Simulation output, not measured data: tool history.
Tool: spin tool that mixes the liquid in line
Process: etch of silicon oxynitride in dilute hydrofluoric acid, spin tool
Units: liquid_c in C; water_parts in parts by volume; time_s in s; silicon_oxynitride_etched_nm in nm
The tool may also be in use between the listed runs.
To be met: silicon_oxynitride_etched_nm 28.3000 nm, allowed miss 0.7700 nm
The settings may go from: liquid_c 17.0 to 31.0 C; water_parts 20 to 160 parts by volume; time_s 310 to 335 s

run 1 hour=0.0 | liquid_c=23.0 water_parts=90 time_s=310 | silicon_oxynitride_etched_nm=7.6256
run 2 hour=2.8 | liquid_c=23.0 water_parts=75 time_s=310 | silicon_oxynitride_etched_nm=9.5460
run 3 hour=5.0 | liquid_c=23.0 water_parts=75 time_s=310 | silicon_oxynitride_etched_nm=9.4105
run 4 hour=8.6 | liquid_c=24.5 water_parts=65 time_s=310 | silicon_oxynitride_etched_nm=11.7430
run 5 hour=15.5 | liquid_c=24.5 water_parts=35 time_s=310 | silicon_oxynitride_etched_nm=22.2160
run 6 hour=21.4 | liquid_c=21.5 water_parts=35 time_s=310 | silicon_oxynitride_etched_nm=19.4940
run 7 hour=29.7 | liquid_c=23.5 water_parts=35 time_s=310 | silicon_oxynitride_etched_nm=21.4320
run 8 hour=33.5 | liquid_c=25.0 water_parts=35 time_s=310 | silicon_oxynitride_etched_nm=22.7780

Which of these 5 next moves meets every target?
run A hour=37.3 | liquid_c=28.0 water_parts=35 time_s=335 | silicon_oxynitride_etched_nm=?
run B hour=37.3 | liquid_c=25.5 water_parts=30 time_s=335 | silicon_oxynitride_etched_nm=?
run C hour=37.3 | liquid_c=28.0 water_parts=55 time_s=310 | silicon_oxynitride_etched_nm=?
run D hour=37.3 | liquid_c=24.5 water_parts=45 time_s=315 | silicon_oxynitride_etched_nm=?
run E hour=37.3 | liquid_c=26.5 water_parts=30 time_s=320 | silicon_oxynitride_etched_nm=?

move=A silicon_oxynitride_etched_nm=28.4670
move=B silicon_oxynitride_etched_nm=29.6170
move=C silicon_oxynitride_etched_nm=16.4250
move=D silicon_oxynitride_etched_nm=17.4710
move=E silicon_oxynitride_etched_nm=29.6800
A: meets every target
B: takes the result that was furthest off past its target
C: further off than the last run
D: further off than the last run
E: takes the result that was furthest off past its target
Answer: A
